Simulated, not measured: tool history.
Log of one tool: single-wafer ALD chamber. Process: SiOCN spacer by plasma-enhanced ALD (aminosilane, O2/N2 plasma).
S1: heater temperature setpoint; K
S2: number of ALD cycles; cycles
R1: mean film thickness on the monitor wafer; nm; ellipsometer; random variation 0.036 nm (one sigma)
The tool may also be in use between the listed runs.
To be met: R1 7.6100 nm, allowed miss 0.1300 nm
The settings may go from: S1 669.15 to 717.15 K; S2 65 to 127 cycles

run 1 hour=0.0 | S1=693.15 S2=96 | R1=5.9001
run 2 hour=2.2 | S1=684.15 S2=96 | R1=6.0513
run 3 hour=6.9 | S1=682.15 S2=100 | R1=6.3444
run 4 hour=9.5 | S1=682.15 S2=105 | R1=6.6010
-- hour=15.8 thermocouple changed; heater temperature recalibrated
run 5 hour=15.8 | S1=680.15 S2=108 | R1=6.7123
run 6 hour=20.7 | S1=673.15 S2=108 | R1=6.8358
run 7 hour=28.4 | S1=673.15 S2=111 | R1=7.0988
run 8 hour=33.6 | S1=673.15 S2=113 | R1=7.2589
run 9 hour=38.4 | S1=673.15 S2=114 | R1=7.3647
run 10 hour=46.3 | S1=673.15 S2=115 | R1=7.4131

Which of these 5 next moves meets every target?
run A hour=54.2 | S1=674.15 S2=116 | R1=?
run B hour=54.2 | S1=677.15 S2=115 | R1=?
run C hour=54.2 | S1=679.15 S2=117 | R1=?
run D hour=54.2 | S1=679.15 S2=115 | R1=?
run E hour=54.2 | S1=674.15 S2=119 | R1=?

move=A R1=7.4268
move=B R1=7.3039
move=C R1=7.3909
move=D R1=7.2646
move=E R1=7.6188
A: nearer than the last run, and not there yet
B: further off than the last run
C: further off than the last run
D: further off than the last run
E: meets every target
Answer: E
